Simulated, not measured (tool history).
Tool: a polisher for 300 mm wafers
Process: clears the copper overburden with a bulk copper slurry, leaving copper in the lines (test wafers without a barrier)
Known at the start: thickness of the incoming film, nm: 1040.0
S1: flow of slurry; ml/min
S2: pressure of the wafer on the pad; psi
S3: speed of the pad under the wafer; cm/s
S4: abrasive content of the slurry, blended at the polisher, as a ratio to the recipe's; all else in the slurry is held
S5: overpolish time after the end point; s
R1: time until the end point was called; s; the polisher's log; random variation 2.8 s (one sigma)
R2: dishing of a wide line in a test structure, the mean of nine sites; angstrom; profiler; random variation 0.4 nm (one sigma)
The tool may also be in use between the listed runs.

run    day   S1   S2   S3    S4  S5      R1      R2
  1      0  310  2.4  116     1   9  105.01  620.99
  2  0.288  310  2.1  116     1   9  114.12  575.22
  3   0.35  310  2.1   96     1   9  132.23  489.58
  4  0.517  340  1.9   86  1.15   7  149.76  372.66
  5   0.85  380  1.7   84  1.25   6  162.44  298.35
  6  1.192  390  1.6   84  1.25   5  170.45  249.68
  7    1.5  395  1.6   84  1.25   5  167.14  258.52

Forecast run 8:
  8  1.85  400  1.5  84  1.25   5   ?   ?

R1: 177.55 s
R2: 245.83 angstrom
